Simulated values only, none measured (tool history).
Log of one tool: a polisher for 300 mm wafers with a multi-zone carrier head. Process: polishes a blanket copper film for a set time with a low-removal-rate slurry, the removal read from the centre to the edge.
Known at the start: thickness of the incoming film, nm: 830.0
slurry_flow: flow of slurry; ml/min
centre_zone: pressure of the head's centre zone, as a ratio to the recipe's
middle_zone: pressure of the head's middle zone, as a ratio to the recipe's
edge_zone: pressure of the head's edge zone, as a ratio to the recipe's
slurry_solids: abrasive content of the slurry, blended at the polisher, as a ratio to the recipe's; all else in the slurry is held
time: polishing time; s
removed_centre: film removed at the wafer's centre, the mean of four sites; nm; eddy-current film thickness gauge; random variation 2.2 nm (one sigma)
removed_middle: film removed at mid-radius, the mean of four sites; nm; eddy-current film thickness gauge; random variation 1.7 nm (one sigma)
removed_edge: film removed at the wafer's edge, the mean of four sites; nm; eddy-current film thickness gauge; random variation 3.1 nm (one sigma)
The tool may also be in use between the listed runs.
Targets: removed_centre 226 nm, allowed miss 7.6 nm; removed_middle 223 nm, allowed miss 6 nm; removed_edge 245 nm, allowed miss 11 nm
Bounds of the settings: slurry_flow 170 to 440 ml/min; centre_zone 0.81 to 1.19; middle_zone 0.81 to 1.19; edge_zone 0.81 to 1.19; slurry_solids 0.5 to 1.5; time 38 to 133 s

| run | hour | slurry_flow | centre_zone | middle_zone | edge_zone | slurry_solids | time | removed_centre | removed_middle | removed_edge |
|---|---|---|---|---|---|---|---|---|---|---|
| 1 | 0 | 280 | 1 | 1 | 1 | 1 | 85 | 196.79 | 189.17 | 194.82 |
| 2 | 5.4 | 285 | 1 | 1.01 | 1.04 | 1.1 | 86 | 202.81 | 195.52 | 203.18 |
| 3 | 7 | 285 | 0.99 | 1.01 | 1.07 | 1.2 | 88 | 205.19 | 202.29 | 213.71 |
| 4 | 8.8 | 285 | 0.99 | 1.01 | 1.07 | 1.1 | 88 | 208.01 | 200.53 | 211.2 |
| 5 | 17.6 | 290 | 0.99 | 1.01 | 1.1 | 1.2 | 89 | 210.41 | 206.23 | 225.82 |
| 6 | 19.5 | 305 | 1 | 1.02 | 1.11 | 1.2 | 89 | 211.73 | 206.68 | 217.67 |
| 7 | 25.9 | 295 | 1 | 1.02 | 1.12 | 1.25 | 90 | 216.25 | 211.23 | 223.24 |
| 8 | 33.2 | 295 | 1 | 1.01 | 1.13 | 1.3 | 91 | 223.8 | 213.22 | 236.45 |

4 next moves are on the table. One of them brings every result within its allowed miss. Which?
| A | 40.5 | 330 | 1.01 | 1.07 | 1.13 | 1.25 | 88 | ? | ? | ? |
| B | 40.5 | 250 | 1.01 | 1.14 | 1.04 | 1.15 | 90 | ? | ? | ? |
| C | 40.5 | 300 | 1.04 | 0.98 | 1.11 | 1.5 | 86 | ? | ? | ? |
| D | 40.5 | 250 | 0.97 | 1 | 1.11 | 1.4 | 95 | ? | ? | ? |

| move | removed_centre | removed_middle | removed_edge |
|---|---|---|---|
| A | 217.7 | 219.74 | 226.92 |
| B | 212.09 | 225.72 | 213.84 |
| C | 225.47 | 206.8 | 227.41 |
| D | 224.44 | 224.25 | 243.78 |
A: brings the result that was furthest off to its target, and leaves another outside
B: brings the result that was furthest off to its target, and leaves another outside
C: further off than the last run
D: meets every target
The right move is D.
